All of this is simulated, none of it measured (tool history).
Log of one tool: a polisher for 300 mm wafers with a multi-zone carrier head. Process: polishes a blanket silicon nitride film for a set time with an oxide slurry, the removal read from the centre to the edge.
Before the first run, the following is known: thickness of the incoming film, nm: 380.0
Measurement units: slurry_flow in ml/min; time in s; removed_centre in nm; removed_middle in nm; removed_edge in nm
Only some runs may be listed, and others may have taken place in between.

run    day  slurry_flow  centre_zone  middle_zone  edge_zone  slurry_solids  time  removed_centre  removed_middle  removed_edge
  1  0.000          135         1.00         1.00       1.00            1.0    31          11.034          11.158        11.250
  2  0.046          135         1.00         1.00       1.00            1.1    31          11.218          11.567        11.735
  3  0.121          110         1.00         1.00       1.00            1.1    31          11.230          11.141        11.121
  4  0.183          110         1.00         1.00       1.00            1.1    37          13.097          13.133        13.602
  5  0.350          110         1.00         1.06       1.00            1.1    37          12.957          13.914        13.609
  6  0.588          110         1.00         1.06       1.00            0.9    37          11.765          12.905        12.642
  7  0.796          125         1.04         1.08       0.99            0.9    37          12.569          13.334        12.601
  8  1.033          125         1.04         1.08       0.99            0.9    37          12.970          13.638        12.634
  9  1.312          140         1.05         1.09       1.00            0.9    37          13.769          14.083        13.069
 10  1.438          175         1.05         1.15       1.03            0.9    37          14.225          15.015        13.319

What does the tool deliver on the next run?
 11  1.567          180         1.05         1.15       1.04            0.9    37               ?               ?             ?

{"run 11": {"removed_centre": 13.972, "removed_middle": 15.311, "removed_edge": 13.576}}
